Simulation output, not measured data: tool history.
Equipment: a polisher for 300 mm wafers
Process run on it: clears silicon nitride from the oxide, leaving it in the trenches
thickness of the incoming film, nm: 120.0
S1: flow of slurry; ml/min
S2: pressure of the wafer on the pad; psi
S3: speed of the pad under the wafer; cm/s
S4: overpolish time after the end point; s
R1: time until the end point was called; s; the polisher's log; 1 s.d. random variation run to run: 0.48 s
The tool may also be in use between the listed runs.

run,hour,S1,S2,S3,S4,R1
1,0,305,3.4,128,4,67.143
2,5.5,305,3.4,112,4,75.653
3,9.2,280,3.4,112,4,76.982
4,15.8,280,4.1,112,4,67.532
5,23.6,280,4.1,112,4,67.893
6,28.4,300,4.3,112,4,64.993
7,31.2,300,4.9,112,4,59.263
8,39.8,300,5,112,4,59.022

Run 9 has not been measured yet. What should we expect?
9,42.8,300,5.1,112,4,?

{"run 9": {"R1": 58.664}}

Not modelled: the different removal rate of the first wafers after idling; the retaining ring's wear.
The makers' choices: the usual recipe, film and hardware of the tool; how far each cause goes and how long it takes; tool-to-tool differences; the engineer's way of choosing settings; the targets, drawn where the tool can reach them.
